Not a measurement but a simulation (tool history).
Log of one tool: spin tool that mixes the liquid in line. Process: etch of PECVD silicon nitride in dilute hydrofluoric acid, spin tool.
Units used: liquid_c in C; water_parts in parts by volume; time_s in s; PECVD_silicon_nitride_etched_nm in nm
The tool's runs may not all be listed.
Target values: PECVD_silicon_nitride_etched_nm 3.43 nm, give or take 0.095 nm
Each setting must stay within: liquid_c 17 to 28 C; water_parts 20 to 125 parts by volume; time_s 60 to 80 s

run	hour	liquid_c	water_parts	time_s	PECVD_silicon_nitride_etched_nm
1	0	20	70	80	2.4651
2	4.7	21.5	70	80	2.7158
3	12.1	22.5	70	80	2.8989
4	20.8	23	70	80	3.0407
5	24.3	23	90	80	2.3616
6	30.3	24.5	90	80	2.6182
7	38	25.5	90	80	2.7763
8	39	26	90	80	2.8662
9	42.2	26.5	90	80	2.9636
10	49.4	27	90	80	3.053
11	50.1	27.5	90	80	3.1503

Which one of the following 5 next-run settings gets every result inside its allowed miss? There is exactly one.
A	50.8	27	85	75	?
B	50.8	28	80	75	?
C	50.8	24.5	80	75	?
D	50.8	19.5	55	80	?
E	50.8	27	70	60	?

move	PECVD_silicon_nitride_etched_nm
A	3.0628
B	3.4703
C	2.761
D	3.0263
E	2.9707
A: moves away from the targets compared with the last run
B: every result lands within tolerance
C: moves away from the targets compared with the last run
D: moves away from the targets compared with the last run
E: moves away from the targets compared with the last run
Move B is the one to make.
